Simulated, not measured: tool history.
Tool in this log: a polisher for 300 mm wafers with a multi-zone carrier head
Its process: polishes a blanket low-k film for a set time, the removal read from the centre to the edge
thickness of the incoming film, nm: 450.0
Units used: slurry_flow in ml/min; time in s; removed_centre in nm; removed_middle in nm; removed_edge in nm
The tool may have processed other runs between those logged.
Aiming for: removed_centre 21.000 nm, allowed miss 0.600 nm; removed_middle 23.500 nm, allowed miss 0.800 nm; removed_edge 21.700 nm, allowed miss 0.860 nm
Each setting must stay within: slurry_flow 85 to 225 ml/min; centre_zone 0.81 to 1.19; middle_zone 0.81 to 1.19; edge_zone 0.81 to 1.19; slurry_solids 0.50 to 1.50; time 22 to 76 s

Run 1, hour 0.0: slurry_flow 145 ml/min, centre_zone 1.00, middle_zone 1.00, edge_zone 1.00, slurry_solids 1.00, time 49 s. Result: removed_centre 19.302 nm, removed_middle 19.017 nm, removed_edge 18.723 nm.
Run 2, hour 8.5: slurry_flow 120 ml/min, centre_zone 1.00, middle_zone 1.00, edge_zone 1.00, slurry_solids 1.00, time 49 s. Result: removed_centre 18.090 nm, removed_middle 18.417 nm, removed_edge 18.495 nm.
Run 3, hour 11.3: slurry_flow 120 ml/min, centre_zone 1.00, middle_zone 1.00, edge_zone 0.91, slurry_solids 1.00, time 49 s. Result: removed_centre 18.051 nm, removed_middle 18.194 nm, removed_edge 17.401 nm.
Run 4, hour 11.8: slurry_flow 120 ml/min, centre_zone 1.00, middle_zone 1.00, edge_zone 0.91, slurry_solids 0.90, time 49 s. Result: removed_centre 17.335 nm, removed_middle 17.624 nm, removed_edge 16.742 nm.
Run 5, hour 18.7: slurry_flow 120 ml/min, centre_zone 1.00, middle_zone 1.00, edge_zone 0.87, slurry_solids 0.90, time 49 s. Result: removed_centre 17.552 nm, removed_middle 17.590 nm, removed_edge 16.200 nm.
Run 6, hour 24.1: slurry_flow 130 ml/min, centre_zone 1.00, middle_zone 1.02, edge_zone 0.91, slurry_solids 0.95, time 49 s. Result: removed_centre 18.072 nm, removed_middle 18.969 nm, removed_edge 17.422 nm.
Run 7, hour 29.4: slurry_flow 140 ml/min, centre_zone 1.00, middle_zone 1.03, edge_zone 0.94, slurry_solids 0.95, time 49 s. Result: removed_centre 18.390 nm, removed_middle 19.169 nm, removed_edge 17.662 nm.
Run 8, hour 31.1: slurry_flow 175 ml/min, centre_zone 0.95, middle_zone 1.12, edge_zone 1.04, slurry_solids 1.20, time 49 s. Result: removed_centre 20.241 nm, removed_middle 23.227 nm, removed_edge 20.695 nm.
Run 9, hour 38.9: slurry_flow 175 ml/min, centre_zone 0.95, middle_zone 1.12, edge_zone 1.05, slurry_solids 1.20, time 49 s. Result: removed_centre 20.478 nm, removed_middle 22.991 nm, removed_edge 21.078 nm.
Run 10, hour 47.4: slurry_flow 180 ml/min, centre_zone 0.95, middle_zone 1.12, edge_zone 1.06, slurry_solids 1.20, time 49 s. Result: removed_centre 20.385 nm, removed_middle 23.246 nm, removed_edge 21.232 nm.

Which of these 5 next moves meets every target?
Run A, hour 55.9: slurry_flow 180 ml/min, centre_zone 1.01, middle_zone 1.19, edge_zone 0.90, slurry_solids 1.25, time 49 s. Result: removed_centre ?, removed_middle ?, removed_edge ?.
Run B, hour 55.9: slurry_flow 185 ml/min, centre_zone 0.89, middle_zone 0.96, edge_zone 0.96, slurry_solids 1.30, time 50 s. Result: removed_centre ?, removed_middle ?, removed_edge ?.
Run C, hour 55.9: slurry_flow 170 ml/min, centre_zone 0.88, middle_zone 1.11, edge_zone 0.95, slurry_solids 1.10, time 52 s. Result: removed_centre ?, removed_middle ?, removed_edge ?.
Run D, hour 55.9: slurry_flow 195 ml/min, centre_zone 0.95, middle_zone 1.08, edge_zone 1.03, slurry_solids 1.35, time 48 s. Result: removed_centre ?, removed_middle ?, removed_edge ?.
Run E, hour 55.9: slurry_flow 195 ml/min, centre_zone 0.91, middle_zone 1.17, edge_zone 1.07, slurry_solids 1.15, time 49 s. Result: removed_centre ?, removed_middle ?, removed_edge ?.

move  removed_centre  removed_middle  removed_edge
   A          21.969          24.735        19.988
   B          20.081          22.031        21.435
   C          19.152          23.595        20.638
   D          21.070          23.486        21.672
   E          19.475          24.027        21.285
A: takes the result that was furthest off past its target
B: lands further from the targets than the last run did
C: lands further from the targets than the last run did
D: every result within its allowed miss
E: lands further from the targets than the last run did
Answer: D
